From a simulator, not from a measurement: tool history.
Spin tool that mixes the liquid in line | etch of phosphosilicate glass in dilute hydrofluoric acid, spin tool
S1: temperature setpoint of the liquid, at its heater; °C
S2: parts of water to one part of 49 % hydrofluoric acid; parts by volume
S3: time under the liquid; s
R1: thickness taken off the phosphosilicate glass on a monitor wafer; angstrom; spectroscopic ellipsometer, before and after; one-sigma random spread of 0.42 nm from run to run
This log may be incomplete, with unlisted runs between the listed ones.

run 1 hour=0.0 | S1=24.0 S2=215 S3=15 | R1=119.06
run 2 hour=3.8 | S1=24.0 S2=215 S3=15 | R1=119.33
run 3 hour=5.6 | S1=25.5 S2=215 S3=15 | R1=126.85
run 4 hour=9.9 | S1=25.5 S2=215 S3=15 | R1=126.47
run 5 hour=15.2 | S1=29.0 S2=215 S3=15 | R1=142.70
run 6 hour=18.0 | S1=29.0 S2=215 S3=15 | R1=145.18
run 7 hour=18.5 | S1=30.0 S2=165 S3=15 | R1=206.59
run 8 hour=24.7 | S1=30.5 S2=135 S3=15 | R1=265.28

Run 9 is up next; what results do you expect?
run 9 hour=26.2 | S1=31.0 S2=115 S3=15 | R1=?

{"run 9": {"R1": 328.13}}
